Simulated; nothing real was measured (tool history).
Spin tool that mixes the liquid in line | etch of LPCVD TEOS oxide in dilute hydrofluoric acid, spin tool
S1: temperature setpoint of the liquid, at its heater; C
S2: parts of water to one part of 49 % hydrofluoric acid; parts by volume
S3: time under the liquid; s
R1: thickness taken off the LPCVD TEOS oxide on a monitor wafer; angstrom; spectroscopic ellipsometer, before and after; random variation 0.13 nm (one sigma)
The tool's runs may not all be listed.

run 1 hour=0 | S1=20 S2=260 S3=270 | R1=189.71
run 2 hour=1.2 | S1=21 S2=255 S3=270 | R1=202.45
run 3 hour=1.9 | S1=19 S2=255 S3=270 | R1=187.68
run 4 hour=6.6 | S1=20.5 S2=255 S3=270 | R1=198.68
run 5 hour=13 | S1=19 S2=255 S3=270 | R1=189.7
run 6 hour=18.9 | S1=20.5 S2=250 S3=270 | R1=203.35

The next listed run, before its measurement:
run 7 hour=20.3 | S1=21.5 S2=250 S3=270 | R1=?

R1: 211.18 angstrom
